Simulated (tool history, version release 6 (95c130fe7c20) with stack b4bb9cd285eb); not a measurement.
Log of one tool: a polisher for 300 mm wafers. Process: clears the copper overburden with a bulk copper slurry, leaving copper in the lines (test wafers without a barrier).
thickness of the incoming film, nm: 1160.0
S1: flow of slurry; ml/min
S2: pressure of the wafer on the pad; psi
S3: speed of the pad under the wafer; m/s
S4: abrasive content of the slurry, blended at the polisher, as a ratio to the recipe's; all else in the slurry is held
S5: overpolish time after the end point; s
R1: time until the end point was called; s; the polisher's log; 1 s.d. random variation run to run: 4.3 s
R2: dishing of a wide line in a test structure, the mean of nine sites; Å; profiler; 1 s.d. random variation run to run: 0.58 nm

run	hour	S1	S2	S3	S4	S5	R1	R2
1	0	280	2.2	1.22	1	25	122.53	623.59
2	8.6	280	2.2	1.02	1	25	143.25	595.58
3	9.3	280	2.2	1.02	1	34	147.42	618.64
4	12.2	310	2.2	1.02	1	34	147.12	610.46
5	20.8	310	2.2	1.02	1	41	142.18	626.84
6	25.2	315	1.9	0.98	1	39	174.85	608.9

What will run 7 give?
7	29.4	330	1.7	0.96	1	32	?	?

R1: 193.38 s
R2: 554.43 Å
